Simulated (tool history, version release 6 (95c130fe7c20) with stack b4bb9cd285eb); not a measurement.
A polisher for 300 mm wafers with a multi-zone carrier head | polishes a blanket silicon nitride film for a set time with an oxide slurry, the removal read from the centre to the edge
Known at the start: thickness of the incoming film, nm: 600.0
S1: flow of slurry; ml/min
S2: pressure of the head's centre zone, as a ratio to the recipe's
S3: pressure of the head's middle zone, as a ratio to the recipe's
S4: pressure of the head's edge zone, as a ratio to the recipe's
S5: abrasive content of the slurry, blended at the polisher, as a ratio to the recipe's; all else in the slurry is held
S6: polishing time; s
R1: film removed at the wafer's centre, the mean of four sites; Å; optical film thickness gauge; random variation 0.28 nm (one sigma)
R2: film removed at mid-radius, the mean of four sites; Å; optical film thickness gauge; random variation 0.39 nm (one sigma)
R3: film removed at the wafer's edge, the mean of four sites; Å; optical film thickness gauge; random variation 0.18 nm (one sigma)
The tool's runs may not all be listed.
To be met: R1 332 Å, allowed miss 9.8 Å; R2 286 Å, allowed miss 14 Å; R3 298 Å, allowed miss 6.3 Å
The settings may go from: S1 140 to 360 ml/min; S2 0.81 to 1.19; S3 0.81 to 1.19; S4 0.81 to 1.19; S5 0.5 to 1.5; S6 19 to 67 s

| run | hour | S1 | S2 | S3 | S4 | S5 | S6 | R1 | R2 | R3 |
|---|---|---|---|---|---|---|---|---|---|---|
| 1 | 0 | 230 | 1 | 1 | 1 | 1 | 43 | 189.51 | 196.81 | 192.69 |
| 2 | 5.3 | 230 | 1 | 1 | 1 | 0.9 | 43 | 173.75 | 184.1 | 180.21 |
| 3 | 7.9 | 230 | 1 | 1 | 1.06 | 0.9 | 43 | 177.9 | 183.75 | 182.57 |
| 4 | 16.5 | 235 | 1.02 | 1 | 1.07 | 1 | 44 | 196.28 | 197.51 | 200.4 |
| 5 | 18.7 | 245 | 1.05 | 1.01 | 1.08 | 1.1 | 44 | 217.76 | 207.42 | 213.77 |
| 6 | 27 | 245 | 1.05 | 1.01 | 1.08 | 1.1 | 48 | 234.31 | 232.51 | 232.43 |
| 7 | 33.4 | 255 | 1.07 | 1.01 | 1.09 | 1.15 | 48 | 248.94 | 238.63 | 238.49 |
| 8 | 36.3 | 255 | 1.08 | 1.01 | 1.1 | 1.2 | 48 | 256.26 | 242.55 | 247.87 |
| 9 | 44.2 | 260 | 1.1 | 1.02 | 1.11 | 1.25 | 48 | 263.41 | 252.64 | 250.95 |
| 10 | 48.9 | 270 | 1.11 | 1.01 | 1.12 | 1.3 | 48 | 273.13 | 259.91 | 259.62 |
| 11 | 56.9 | 270 | 1.12 | 1 | 1.13 | 1.35 | 48 | 280.24 | 255.93 | 263.93 |
| 12 | 63.4 | 275 | 1.13 | 1 | 1.14 | 1.4 | 48 | 289.18 | 264.83 | 268.61 |
| 13 | 68.6 | 280 | 1.14 | 1 | 1.15 | 1.4 | 48 | 289.35 | 259.07 | 273.21 |
| 14 | 76.4 | 285 | 1.15 | 1 | 1.15 | 1.4 | 48 | 295.64 | 259.72 | 273.46 |
| 15 | 78.9 | 290 | 1.16 | 1.01 | 1.15 | 1.4 | 48 | 297.01 | 268.11 | 273.02 |
| 16 | 82.1 | 295 | 1.17 | 1.01 | 1.15 | 1.4 | 48 | 296.3 | 270.25 | 271.23 |
| 17 | 86.4 | 290 | 1.18 | 0.99 | 1.15 | 1.45 | 49 | 313.73 | 276.71 | 279.18 |
| 18 | 89.7 | 295 | 1.18 | 0.99 | 1.16 | 1.45 | 49 | 316.08 | 276.98 | 287.19 |
| 19 | 94.2 | 300 | 1.18 | 0.99 | 1.16 | 1.45 | 49 | 310.52 | 267.12 | 284.43 |

5 next moves are on the table. One of them brings every result within its allowed miss. Which?
| A | 98.7 | 305 | 1.17 | 1.19 | 1.1 | 1.5 | 49 | ? | ? | ? |
| B | 98.7 | 320 | 1.15 | 0.97 | 1.15 | 1.25 | 53 | ? | ? | ? |
| C | 98.7 | 270 | 1.09 | 0.99 | 1.17 | 1.5 | 51 | ? | ? | ? |
| D | 98.7 | 290 | 1.14 | 1.01 | 1.17 | 1.4 | 52 | ? | ? | ? |
| E | 98.7 | 280 | 1.19 | 1 | 1.14 | 1.4 | 53 | ? | ? | ? |

| move | R1 | R2 | R3 |
|---|---|---|---|
| A | 313.31 | 320.21 | 283.01 |
| B | 309.26 | 273.42 | 290.04 |
| C | 299.66 | 284.13 | 299.87 |
| D | 313.04 | 288.32 | 299 |
| E | 331.23 | 290.41 | 300.64 |
A: further off than the last run
B: further off than the last run
C: further off than the last run
D: nearer than the last run, and not there yet
E: meets every target
Move E is the one to make.

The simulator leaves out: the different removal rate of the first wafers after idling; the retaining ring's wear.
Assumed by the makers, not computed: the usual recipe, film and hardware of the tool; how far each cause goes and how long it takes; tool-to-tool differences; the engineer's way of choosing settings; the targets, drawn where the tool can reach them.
